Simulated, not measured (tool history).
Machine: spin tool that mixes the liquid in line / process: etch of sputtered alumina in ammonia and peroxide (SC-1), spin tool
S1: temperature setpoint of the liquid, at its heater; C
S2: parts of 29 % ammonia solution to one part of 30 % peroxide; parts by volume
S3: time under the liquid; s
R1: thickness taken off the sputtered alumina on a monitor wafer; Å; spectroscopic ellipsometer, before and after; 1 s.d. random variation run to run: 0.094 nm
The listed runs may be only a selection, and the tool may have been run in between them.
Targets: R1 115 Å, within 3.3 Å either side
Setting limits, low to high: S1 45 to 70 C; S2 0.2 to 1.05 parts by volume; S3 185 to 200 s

run	hour	S1	S2	S3	R1
1	0	61	0.55	185	204.7
2	8.6	61	0.55	200	220.71
3	16.9	61	0.55	185	202.37
4	19.8	61	0.55	185	204.51
5	22	57.5	0.55	185	170.04
6	31.1	55.5	0.55	185	154.09
7	39	54	0.55	185	139.71
8	46.9	53	0.55	185	133.21
9	54.9	52.5	0.55	185	129.71
10	59.8	49.5	0.55	185	109.29

Below are 4 possible settings for the next run. Only one of them brings all results inside the allowed miss of their targets. Which is it?
A	64.7	49.5	0.35	185	?
B	64.7	45.5	0.7	200	?
C	64.7	47	0.8	200	?
D	64.7	49	0.6	195	?

move	R1
A	105.81
B	97.673
C	107.66
D	114.19
A: misses by more than the last run did
B: misses by more than the last run did
C: misses by more than the last run did
D: every result lands within tolerance
Go with D: it meets all targets.

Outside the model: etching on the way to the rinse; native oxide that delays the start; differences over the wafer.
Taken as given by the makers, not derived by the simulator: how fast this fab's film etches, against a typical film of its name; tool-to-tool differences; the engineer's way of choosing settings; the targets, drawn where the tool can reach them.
